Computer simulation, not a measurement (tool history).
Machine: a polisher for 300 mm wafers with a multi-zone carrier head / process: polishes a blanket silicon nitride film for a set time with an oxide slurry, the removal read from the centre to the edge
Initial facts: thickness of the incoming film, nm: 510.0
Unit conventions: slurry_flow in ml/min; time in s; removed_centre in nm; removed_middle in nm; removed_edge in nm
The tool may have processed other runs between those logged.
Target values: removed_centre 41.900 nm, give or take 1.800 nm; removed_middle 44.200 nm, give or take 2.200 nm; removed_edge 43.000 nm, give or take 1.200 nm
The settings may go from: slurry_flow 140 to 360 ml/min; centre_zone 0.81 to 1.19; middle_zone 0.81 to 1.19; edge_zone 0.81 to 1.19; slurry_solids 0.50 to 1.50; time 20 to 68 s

| run | hour | slurry_flow | centre_zone | middle_zone | edge_zone | slurry_solids | time | removed_centre | removed_middle | removed_edge |
|---|---|---|---|---|---|---|---|---|---|---|
| 1 | 0.0 | 230 | 1.00 | 1.00 | 1.00 | 1.00 | 44 | 36.993 | 35.732 | 34.438 |
| 2 | 5.0 | 230 | 1.00 | 1.06 | 1.00 | 1.00 | 44 | 36.246 | 38.009 | 34.401 |
| 3 | 6.9 | 230 | 1.00 | 1.06 | 1.00 | 0.85 | 44 | 34.422 | 34.340 | 32.293 |
| 4 | 10.2 | 230 | 1.00 | 1.10 | 1.00 | 0.85 | 44 | 35.252 | 36.614 | 32.084 |
| 5 | 15.2 | 230 | 1.00 | 1.10 | 0.92 | 0.85 | 44 | 34.064 | 35.757 | 30.995 |
| 6 | 21.2 | 230 | 0.99 | 1.08 | 0.95 | 0.95 | 44 | 35.934 | 37.749 | 33.582 |
| 7 | 29.9 | 265 | 1.00 | 1.08 | 1.05 | 1.15 | 44 | 39.383 | 41.231 | 37.770 |
| 8 | 33.1 | 265 | 1.00 | 1.07 | 1.06 | 1.20 | 44 | 40.018 | 42.654 | 38.458 |
| 9 | 39.9 | 265 | 1.00 | 1.06 | 1.07 | 1.25 | 44 | 40.226 | 41.070 | 39.272 |
| 10 | 42.4 | 270 | 1.00 | 1.06 | 1.08 | 1.25 | 44 | 40.549 | 42.625 | 39.965 |
| 11 | 49.4 | 275 | 1.00 | 1.06 | 1.09 | 1.25 | 44 | 41.591 | 42.006 | 39.799 |
|  | 53.2 | edge zone pressure recalibrated |
| 12 | 53.2 | 275 | 0.99 | 1.06 | 1.10 | 1.25 | 44 | 41.135 | 42.145 | 41.216 |
| 13 | 55.2 | 280 | 0.99 | 1.06 | 1.10 | 1.25 | 44 | 40.655 | 42.168 | 41.043 |

Consider the 4 candidate settings below. Which is the only one whose results all fall within their allowed miss of target?
| A | 57.2 | 275 | 1.07 | 1.09 | 0.99 | 1.25 | 44 | ? | ? | ? |
| B | 57.2 | 255 | 0.84 | 0.99 | 1.18 | 1.05 | 48 | ? | ? | ? |
| C | 57.2 | 315 | 0.93 | 1.01 | 1.06 | 1.00 | 51 | ? | ? | ? |
| D | 57.2 | 290 | 1.03 | 1.16 | 1.08 | 1.30 | 43 | ? | ? | ? |

| move | removed_centre | removed_middle | removed_edge |
|---|---|---|---|
| A | 42.687 | 43.821 | 39.346 |
| B | 36.101 | 40.838 | 43.026 |
| C | 41.324 | 44.096 | 43.370 |
| D | 41.391 | 46.079 | 40.594 |
A: the biggest miss grows against the last run
B: brings the result that was furthest off to its target, and leaves another outside
C: hits every target within its allowed miss
D: the biggest miss grows against the last run
Move C is the one to make.
